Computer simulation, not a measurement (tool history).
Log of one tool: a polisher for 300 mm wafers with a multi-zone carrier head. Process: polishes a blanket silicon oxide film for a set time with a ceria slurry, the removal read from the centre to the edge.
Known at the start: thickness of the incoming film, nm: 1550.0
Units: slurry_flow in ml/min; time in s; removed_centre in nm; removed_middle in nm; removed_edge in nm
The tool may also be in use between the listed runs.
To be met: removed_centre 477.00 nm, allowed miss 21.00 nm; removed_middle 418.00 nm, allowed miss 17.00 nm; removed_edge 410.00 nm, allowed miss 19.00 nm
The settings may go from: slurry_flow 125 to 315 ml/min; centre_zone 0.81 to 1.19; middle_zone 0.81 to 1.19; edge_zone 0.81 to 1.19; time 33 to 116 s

run 1 hour=0.0 | slurry_flow=205 centre_zone=1.00 middle_zone=1.00 edge_zone=1.00 time=74 | removed_centre=510.32 removed_middle=495.26 removed_edge=493.79
run 2 hour=3.7 | slurry_flow=230 centre_zone=1.00 middle_zone=1.00 edge_zone=1.00 time=74 | removed_centre=509.47 removed_middle=511.71 removed_edge=505.85
run 3 hour=12.2 | slurry_flow=230 centre_zone=1.08 middle_zone=1.00 edge_zone=1.00 time=74 | removed_centre=558.05 removed_middle=522.08 removed_edge=503.52
run 4 hour=21.0 | slurry_flow=215 centre_zone=1.07 middle_zone=0.98 edge_zone=0.96 time=72 | removed_centre=542.46 removed_middle=480.18 removed_edge=470.41
run 5 hour=24.8 | slurry_flow=235 centre_zone=1.07 middle_zone=0.98 edge_zone=0.96 time=72 | removed_centre=524.04 removed_middle=495.00 removed_edge=477.35
run 6 hour=29.5 | slurry_flow=220 centre_zone=1.06 middle_zone=0.97 edge_zone=0.92 time=71 | removed_centre=527.21 removed_middle=471.35 removed_edge=466.30
run 7 hour=31.1 | slurry_flow=210 centre_zone=1.06 middle_zone=0.98 edge_zone=0.91 time=69 | removed_centre=514.44 removed_middle=465.56 removed_edge=444.17
run 8 hour=36.2 | slurry_flow=200 centre_zone=1.05 middle_zone=0.97 edge_zone=0.90 time=68 | removed_centre=492.26 removed_middle=451.51 removed_edge=439.80

Which of these 5 next moves meets every target?
run A hour=41.3 | slurry_flow=220 centre_zone=0.87 middle_zone=0.89 edge_zone=0.97 time=72 | removed_centre=? removed_middle=? removed_edge=?
run B hour=41.3 | slurry_flow=180 centre_zone=1.08 middle_zone=0.95 edge_zone=0.81 time=60 | removed_centre=? removed_middle=? removed_edge=?
run C hour=41.3 | slurry_flow=210 centre_zone=1.04 middle_zone=1.05 edge_zone=0.85 time=72 | removed_centre=? removed_middle=? removed_edge=?
run D hour=41.3 | slurry_flow=165 centre_zone=1.06 middle_zone=0.93 edge_zone=0.82 time=67 | removed_centre=? removed_middle=? removed_edge=?
run E hour=41.3 | slurry_flow=150 centre_zone=1.13 middle_zone=0.86 edge_zone=0.91 time=64 | removed_centre=? removed_middle=? removed_edge=?

move=A removed_centre=428.44 removed_middle=445.68 removed_edge=476.38
move=B removed_centre=433.21 removed_middle=383.73 removed_edge=365.15
move=C removed_centre=510.10 removed_middle=509.29 removed_edge=450.59
move=D removed_centre=469.65 removed_middle=416.98 removed_edge=406.79
move=E removed_centre=472.23 removed_middle=369.11 removed_edge=401.00
A: further off than the last run
B: takes the result that was furthest off past its target
C: further off than the last run
D: meets every target
E: takes the result that was furthest off past its target
The right move is D.
